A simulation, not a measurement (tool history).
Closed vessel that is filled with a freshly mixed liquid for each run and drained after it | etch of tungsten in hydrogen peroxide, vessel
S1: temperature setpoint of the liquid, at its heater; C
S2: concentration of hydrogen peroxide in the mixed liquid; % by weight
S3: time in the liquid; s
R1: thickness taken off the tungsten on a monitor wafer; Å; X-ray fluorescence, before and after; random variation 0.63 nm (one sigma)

{"run": 1, "hour": 0.0, "S1": 57.0, "S2": 25.5, "S3": 90, "R1": 2551.7}
{"run": 2, "hour": 1.7, "S1": 54.5, "S2": 25.5, "S3": 90, "R1": 2200.5}
{"run": 3, "hour": 4.3, "S1": 54.5, "S2": 20.5, "S3": 90, "R1": 1965.7}
{"run": 4, "hour": 12.6, "S1": 54.5, "S2": 20.5, "S3": 100, "R1": 2195.2}
{"run": 5, "hour": 18.3, "S1": 52.5, "S2": 20.5, "S3": 100, "R1": 1930.0}
{"run": 6, "hour": 20.6, "S1": 52.5, "S2": 26.0, "S3": 100, "R1": 2184.1}
{"run": 7, "hour": 28.8, "S1": 51.0, "S2": 26.0, "S3": 100, "R1": 1994.5}
{"run": 8, "hour": 35.5, "S1": 49.5, "S2": 26.0, "S3": 100, "R1": 1835.5}
{"run": 9, "hour": 43.7, "S1": 45.0, "S2": 26.0, "S3": 100, "R1": 1381.1}
{"run": 10, "hour": 44.4, "S1": 45.5, "S2": 26.0, "S3": 100, "R1": 1412.3}

Forecast run 11:
{"run": 11, "hour": 53.4, "S1": 45.5, "S2": 26.0, "S3": 100, "R1": "?"}

R1: 1413.3 Å

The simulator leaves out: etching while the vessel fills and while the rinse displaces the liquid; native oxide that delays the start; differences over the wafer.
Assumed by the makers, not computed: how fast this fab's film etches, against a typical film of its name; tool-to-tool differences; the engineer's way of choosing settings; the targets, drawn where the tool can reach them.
